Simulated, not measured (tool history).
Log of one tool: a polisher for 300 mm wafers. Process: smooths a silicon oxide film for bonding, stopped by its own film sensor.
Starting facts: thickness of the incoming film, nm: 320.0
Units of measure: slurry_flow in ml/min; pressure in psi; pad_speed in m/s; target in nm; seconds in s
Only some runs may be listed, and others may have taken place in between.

run  hour  slurry_flow  pressure  pad_speed  slurry_solids  target  seconds
  1     0          315       1.4          1              1     290   54.052
  2   7.4          350       1.4          1              1     290   53.925
  3  13.2          390       1.4          1              1     290   53.838
  4    14          390       1.5          1              1     290   51.387
  5  17.1          390       1.7          1              1     290   47.547
  6  18.8          325       1.7          1              1     290   46.976

For run 7, what comes out?
  7  25.4          325       1.8          1              1     290        ?

{"run 7": {"seconds": 45.224}}
